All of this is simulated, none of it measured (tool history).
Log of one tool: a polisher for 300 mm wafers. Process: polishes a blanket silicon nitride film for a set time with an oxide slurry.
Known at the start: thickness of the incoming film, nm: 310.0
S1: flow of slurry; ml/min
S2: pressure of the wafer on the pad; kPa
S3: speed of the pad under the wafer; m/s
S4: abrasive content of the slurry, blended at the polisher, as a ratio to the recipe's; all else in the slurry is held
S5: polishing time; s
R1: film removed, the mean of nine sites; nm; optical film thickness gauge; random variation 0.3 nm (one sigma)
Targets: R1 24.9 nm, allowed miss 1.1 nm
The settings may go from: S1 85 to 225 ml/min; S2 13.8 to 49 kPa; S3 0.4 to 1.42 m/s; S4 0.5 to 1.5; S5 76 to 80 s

run	hour	S1	S2	S3	S4	S5	R1
1	0	145	31	0.9	1	76	55.584
2	6.7	145	29.6	0.88	1	76	51.671
3	10.3	145	22.8	0.88	1	76	40.686
4	15	145	22.8	1.1	1	76	47.964
5	17.9	145	28.3	1.1	1	76	59.885
6	21.1	145	26.9	1.06	1	76	56.586
7	23	145	25.5	1.04	1	76	52.127
8	28.6	145	24.1	1	1	76	47.761
9	35.5	145	22.8	0.98	1	76	44.157
10	38	145	22.1	0.96	1	76	41.707
11	39	145	21.4	0.94	1	76	40.232
12	45.8	145	20.7	0.92	1	76	38.344
13	46.3	145	20	0.9	1	76	37.106
14	47	145	19.3	0.88	1	76	34.329
15	55.3	135	13.8	0.76	1	76	22.37
16	62.3	145	13.8	0.76	1	76	22.364

4 next moves are on the table. One of them brings every result within its allowed miss. Which?
A	69.3	155	13.8	0.62	0.95	77	?
B	69.3	165	14.5	0.76	0.8	76	?
C	69.3	110	15.9	0.62	0.9	76	?
D	69.3	125	17.9	0.84	0.75	76	?

move	R1
A	18.592
B	20.175
C	19.14
D	24.346
A: further off than the last run
B: further off than the last run
C: further off than the last run
D: meets every target
The right move is D.
